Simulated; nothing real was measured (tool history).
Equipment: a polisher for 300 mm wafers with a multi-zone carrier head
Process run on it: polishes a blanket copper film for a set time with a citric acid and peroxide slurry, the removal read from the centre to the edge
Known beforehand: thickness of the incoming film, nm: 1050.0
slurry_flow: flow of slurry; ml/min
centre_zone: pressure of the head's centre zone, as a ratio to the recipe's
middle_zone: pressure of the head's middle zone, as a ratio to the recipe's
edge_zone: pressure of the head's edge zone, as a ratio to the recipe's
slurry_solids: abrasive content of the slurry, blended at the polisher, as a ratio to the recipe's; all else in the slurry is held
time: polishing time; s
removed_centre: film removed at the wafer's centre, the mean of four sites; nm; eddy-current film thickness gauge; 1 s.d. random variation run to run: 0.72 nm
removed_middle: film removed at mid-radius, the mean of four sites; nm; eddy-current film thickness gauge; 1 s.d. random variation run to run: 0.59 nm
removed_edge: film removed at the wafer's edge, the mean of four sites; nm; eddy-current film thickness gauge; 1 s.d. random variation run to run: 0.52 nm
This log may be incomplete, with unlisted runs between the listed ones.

run,hour,slurry_flow,centre_zone,middle_zone,edge_zone,slurry_solids,time,removed_centre,removed_middle,removed_edge
1,0,290,1,1,1,1,47,96.932,99.177,97.399
2,2.4,220,1,1,1,1,47,92.922,93.679,97.143
3,7.5,175,1,1,1,1,47,90.606,89.304,92.012
4,13,175,1,1,1,0.85,47,86.417,89.362,90.942
5,19.1,175,1,1,1,0.85,52,96.145,99.543,101.25
6,21.2,175,1,1,1.08,0.85,52,95.779,98.881,102.88
7,23.7,180,1.01,1.01,1.07,0.8,49,91.946,92.521,95.794
8,25.6,185,1.01,1.02,1.06,0.75,46,83.843,86.478,89.767
9,28.3,190,1.02,1.04,1.04,0.7,44,81.897,85.352,85.05
10,34.4,195,1.03,1.04,1.03,0.7,42,79.242,80.222,80.033
11,41.8,200,1.03,1.05,1.02,0.7,40,76.552,78.186,76.544
12,48.8,205,1.03,1.05,1.01,0.7,39,74.947,76.481,74.675
13,49.9,210,1.03,1.05,1,0.7,38,72.89,74.591,72.628
14,55.7,215,1.03,1.05,0.99,0.7,37,70.818,73.186,70.902
15,64,220,1.03,1.05,0.98,0.7,36,70.577,71.839,67.879
16,71.9,220,1.02,1.04,0.97,0.7,36,68.901,72.305,67.002
17,76.1,225,1,0.94,0.87,0.5,32,56.668,55.397,55.073

Run 18 has not been measured yet. What should we expect?
18,79.2,230,1,0.95,0.87,0.5,32,?,?,?

removed_centre: 56.675 nm
removed_middle: 55.822 nm
removed_edge: 55.906 nm
